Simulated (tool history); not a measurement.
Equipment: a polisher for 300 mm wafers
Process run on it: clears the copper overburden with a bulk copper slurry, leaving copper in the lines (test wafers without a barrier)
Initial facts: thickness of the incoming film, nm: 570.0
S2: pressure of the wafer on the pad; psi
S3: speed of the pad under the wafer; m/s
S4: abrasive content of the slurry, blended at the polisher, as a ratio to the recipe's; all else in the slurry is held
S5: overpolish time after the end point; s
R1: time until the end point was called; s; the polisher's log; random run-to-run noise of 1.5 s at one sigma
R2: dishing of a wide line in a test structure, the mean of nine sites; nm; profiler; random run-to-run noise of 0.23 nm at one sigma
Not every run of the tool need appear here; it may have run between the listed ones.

Run 1, hour 0: flow of slurry (ml/min) 285, S2 1.7 psi, S3 0.96 m/s, S4 1, S5 19 s. Result: R1 142.06 s, R2 36.05 nm.
Run 2, hour 0.7: flow of slurry (ml/min) 285, S2 1.7 psi, S3 0.8 m/s, S4 1, S5 19 s. Result: R1 168.25 s, R2 31.642 nm.
Run 3, hour 9.6: flow of slurry (ml/min) 285, S2 1.7 psi, S3 0.8 m/s, S4 0.8, S5 19 s. Result: R1 172.21 s, R2 32.462 nm.
Run 4, hour 10.6: flow of slurry (ml/min) 285, S2 2.1 psi, S3 0.8 m/s, S4 0.8, S5 19 s. Result: R1 145.93 s, R2 36.536 nm.
Run 5, hour 16.2: flow of slurry (ml/min) 355, S2 2.1 psi, S3 0.8 m/s, S4 0.8, S5 19 s. Result: R1 144.6 s, R2 37.158 nm.
Run 6, hour 22.2: flow of slurry (ml/min) 355, S2 1.7 psi, S3 0.8 m/s, S4 0.8, S5 19 s. Result: R1 173.1 s, R2 32.915 nm.
Run 7, hour 23.7: flow of slurry (ml/min) 305, S2 1.5 psi, S3 0.86 m/s, S4 1, S5 15 s. Result: R1 175.02 s, R2 27.847 nm.
Run 8, hour 32.3: flow of slurry (ml/min) 270, S2 1.4 psi, S3 0.9 m/s, S4 1.15, S5 13 s. Result: R1 172.73 s, R2 24.962 nm.
Run 9, hour 37.2: flow of slurry (ml/min) 245, S2 1.3 psi, S3 0.94 m/s, S4 1.25, S5 11 s. Result: R1 176.45 s, R2 22.1 nm.

Expected results for the next run?
Run 10, hour 38.8: flow of slurry (ml/min) 225, S2 1.2 psi, S3 1.02 m/s, S4 1.3, S5 10 s. Result: R1 ?, R2 ?.

{"run 10": {"R1": 173.09, "R2": 20.672}}
